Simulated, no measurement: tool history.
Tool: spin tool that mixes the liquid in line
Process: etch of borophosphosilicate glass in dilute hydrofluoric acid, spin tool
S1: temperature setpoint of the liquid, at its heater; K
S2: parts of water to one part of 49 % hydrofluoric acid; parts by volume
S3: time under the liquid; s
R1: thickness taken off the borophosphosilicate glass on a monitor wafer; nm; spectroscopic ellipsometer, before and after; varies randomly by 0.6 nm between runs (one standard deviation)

run,day,S1,S2,S3,R1
1,0,293.15,85,250,72.825
2,0.05,294.15,85,250,75.227
3,0.079,294.15,70,250,93.551
4,0.383,294.65,70,250,94.639
5,0.558,295.15,70,250,96.645
6,0.621,292.65,70,250,87.468
7,0.704,296.65,70,250,103.53

Run 8 is up next; what results do you expect?
8,0.783,297.15,70,250,?

{"run 8": {"R1": 105.32}}

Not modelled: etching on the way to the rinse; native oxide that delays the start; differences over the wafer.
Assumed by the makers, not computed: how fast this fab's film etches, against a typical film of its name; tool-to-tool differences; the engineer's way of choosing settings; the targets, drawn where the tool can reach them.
